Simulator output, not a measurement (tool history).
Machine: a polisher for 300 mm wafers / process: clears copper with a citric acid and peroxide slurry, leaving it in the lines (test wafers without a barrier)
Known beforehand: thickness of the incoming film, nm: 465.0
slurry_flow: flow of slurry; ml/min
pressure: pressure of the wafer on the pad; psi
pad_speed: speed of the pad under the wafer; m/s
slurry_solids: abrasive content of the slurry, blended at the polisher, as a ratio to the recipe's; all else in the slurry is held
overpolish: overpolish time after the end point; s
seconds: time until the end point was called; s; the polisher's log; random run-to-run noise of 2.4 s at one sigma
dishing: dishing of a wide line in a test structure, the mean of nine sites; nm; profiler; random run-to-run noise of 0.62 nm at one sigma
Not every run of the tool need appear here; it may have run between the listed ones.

run  hour  slurry_flow  pressure  pad_speed  slurry_solids  overpolish  seconds  dishing
  1     0          150       3.5       1.32              1          18    154.9   32.667
  2   7.6          175       3.5       1.32              1          18   149.49   31.748
  3  16.1          175       3.5       1.32           1.15          18   144.93   31.401
  4    24          175       2.8       1.32           1.15          18   180.82   28.047
  5  26.7          170       2.7       1.32           1.15          19   188.89   27.578
  6  31.5          165       2.6       1.32           1.15          20   194.25   28.082
  7    32          160       2.5       1.32           1.15          21   202.43   28.047
  8    38          155       2.4       1.32           1.15          22      215   28.533
  9  40.9          150       2.4       1.32           1.15          22   213.97   28.194
 10  44.9          145       2.4       1.32           1.15          23   215.97   28.987
 11  46.5          125       2.1       1.32           1.15          26    253.8   28.095
 12  55.1          130       2.1       1.32           1.15          26   249.89   28.975
 13  63.5          135       2.1       1.32           1.15          26   248.45   28.601
 14  66.2          140       2.1       1.32           1.15          26    246.6   29.072

Run 15 comes next. What will it give?
 15  68.8          140       2.1       1.32           1.15          26        ?        ?

Run 15 measured seconds 246.51 s, dishing 28.528 nm.

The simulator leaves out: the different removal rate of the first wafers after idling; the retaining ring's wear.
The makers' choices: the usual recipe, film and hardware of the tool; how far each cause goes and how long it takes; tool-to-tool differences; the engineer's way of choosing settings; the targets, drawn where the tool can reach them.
